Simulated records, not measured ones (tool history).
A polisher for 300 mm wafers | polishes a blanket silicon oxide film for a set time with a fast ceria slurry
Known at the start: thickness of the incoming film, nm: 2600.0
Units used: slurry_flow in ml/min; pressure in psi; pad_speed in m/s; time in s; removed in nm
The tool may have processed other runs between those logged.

run,hour,slurry_flow,pressure,pad_speed,time,removed
1,0.0,220,1.7,1.00,35,379.92
2,2.9,220,1.7,1.12,35,434.37
3,8.5,220,1.7,1.12,32,390.23
4,13.5,220,1.6,1.12,32,365.94
5,15.6,265,1.6,1.12,32,378.53
6,19.8,265,1.5,1.12,32,352.19
7,25.9,265,1.4,1.12,32,334.71
8,26.8,265,1.3,1.12,32,308.41
9,27.9,260,1.1,1.12,32,263.18
10,35.1,265,1.1,1.12,32,265.78

Estimate the outcome of run 11 from the log above:
11,39.7,270,1.1,1.12,32,?

Run 11 yielded removed 262.55 nm.
